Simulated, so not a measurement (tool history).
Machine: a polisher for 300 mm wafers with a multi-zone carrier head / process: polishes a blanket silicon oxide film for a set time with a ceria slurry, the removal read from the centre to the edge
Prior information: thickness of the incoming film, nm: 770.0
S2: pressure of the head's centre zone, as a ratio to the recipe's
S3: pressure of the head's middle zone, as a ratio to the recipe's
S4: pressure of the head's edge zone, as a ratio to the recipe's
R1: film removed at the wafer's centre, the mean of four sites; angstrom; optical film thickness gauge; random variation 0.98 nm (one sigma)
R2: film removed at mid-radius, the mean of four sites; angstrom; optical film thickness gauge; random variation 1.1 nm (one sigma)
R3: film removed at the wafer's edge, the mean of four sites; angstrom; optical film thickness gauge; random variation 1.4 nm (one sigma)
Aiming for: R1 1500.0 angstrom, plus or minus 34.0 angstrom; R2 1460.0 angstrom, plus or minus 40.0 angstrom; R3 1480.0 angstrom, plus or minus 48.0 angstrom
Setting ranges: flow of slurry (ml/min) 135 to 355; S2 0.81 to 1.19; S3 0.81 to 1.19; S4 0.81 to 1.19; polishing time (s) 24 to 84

run 1 hour=0.0 | flow_of_slurry_(ml/min)=225 S2=1.00 S3=1.00 S4=1.00 polishing_time_(s)=54 | R1=2117.2 R2=2151.2 R3=2097.1
run 2 hour=1.4 | flow_of_slurry_(ml/min)=185 S2=1.00 S3=1.00 S4=1.00 polishing_time_(s)=54 | R1=2037.6 R2=2074.6 R3=2031.1
run 3 hour=6.6 | flow_of_slurry_(ml/min)=175 S2=0.98 S3=0.96 S4=0.95 polishing_time_(s)=50 | R1=1839.7 R2=1835.0 R3=1861.3
run 4 hour=9.0 | flow_of_slurry_(ml/min)=175 S2=0.98 S3=0.96 S4=0.95 polishing_time_(s)=63 | R1=2291.6 R2=2335.4 R3=2321.6
run 5 hour=14.0 | flow_of_slurry_(ml/min)=175 S2=0.97 S3=0.95 S4=0.91 polishing_time_(s)=55 | R1=2008.9 R2=2039.9 R3=2016.5
run 6 hour=22.3 | flow_of_slurry_(ml/min)=175 S2=0.97 S3=0.95 S4=0.91 polishing_time_(s)=65 | R1=2367.1 R2=2423.4 R3=2383.3
run 7 hour=26.1 | flow_of_slurry_(ml/min)=180 S2=0.94 S3=0.87 S4=0.82 polishing_time_(s)=50 | R1=1776.9 R2=1784.5 R3=1790.0
run 8 hour=34.4 | flow_of_slurry_(ml/min)=180 S2=0.95 S3=0.87 S4=0.82 polishing_time_(s)=47 | R1=1680.7 R2=1673.6 R3=1667.0
run 9 hour=36.5 | flow_of_slurry_(ml/min)=175 S2=0.95 S3=0.86 S4=0.82 polishing_time_(s)=45 | R1=1595.0 R2=1597.6 R3=1583.5
run 10 hour=39.6 | flow_of_slurry_(ml/min)=165 S2=0.95 S3=0.85 S4=0.82 polishing_time_(s)=44 | R1=1562.6 R2=1508.0 R3=1557.1
run 11 hour=44.9 | flow_of_slurry_(ml/min)=165 S2=0.95 S3=0.87 S4=0.81 polishing_time_(s)=41 | R1=1460.4 R2=1444.2 R3=1458.6
run 12 hour=52.2 | flow_of_slurry_(ml/min)=170 S2=0.95 S3=0.87 S4=0.81 polishing_time_(s)=41 | R1=1459.7 R2=1452.8 R3=1452.6

Which one of the following 5 next-run settings gets every result inside its allowed miss? There is exactly one.
run A hour=59.5 | flow_of_slurry_(ml/min)=195 S2=1.03 S3=0.90 S4=0.81 polishing_time_(s)=39 | R1=? R2=? R3=?
run B hour=59.5 | flow_of_slurry_(ml/min)=190 S2=0.92 S3=0.91 S4=0.85 polishing_time_(s)=40 | R1=? R2=? R3=?
run C hour=59.5 | flow_of_slurry_(ml/min)=150 S2=0.95 S3=0.95 S4=0.81 polishing_time_(s)=40 | R1=? R2=? R3=?
run D hour=59.5 | flow_of_slurry_(ml/min)=175 S2=0.97 S3=0.87 S4=0.86 polishing_time_(s)=41 | R1=? R2=? R3=?
run E hour=59.5 | flow_of_slurry_(ml/min)=180 S2=0.91 S3=0.93 S4=0.81 polishing_time_(s)=40 | R1=? R2=? R3=?

move=A R1=1522.7 R2=1427.3 R3=1391.5
move=B R1=1409.3 R2=1466.1 R3=1440.4
move=C R1=1374.0 R2=1428.6 R3=1374.0
move=D R1=1486.7 R2=1447.9 R3=1465.5
move=E R1=1381.3 R2=1467.9 R3=1412.1
A: brings the last run's worst result on target, with another outside its allowed miss
B: moves away from the targets compared with the last run
C: moves away from the targets compared with the last run
D: hits every target within its allowed miss
E: moves away from the targets compared with the last run
So the answer is move D, the one that meets all the targets.

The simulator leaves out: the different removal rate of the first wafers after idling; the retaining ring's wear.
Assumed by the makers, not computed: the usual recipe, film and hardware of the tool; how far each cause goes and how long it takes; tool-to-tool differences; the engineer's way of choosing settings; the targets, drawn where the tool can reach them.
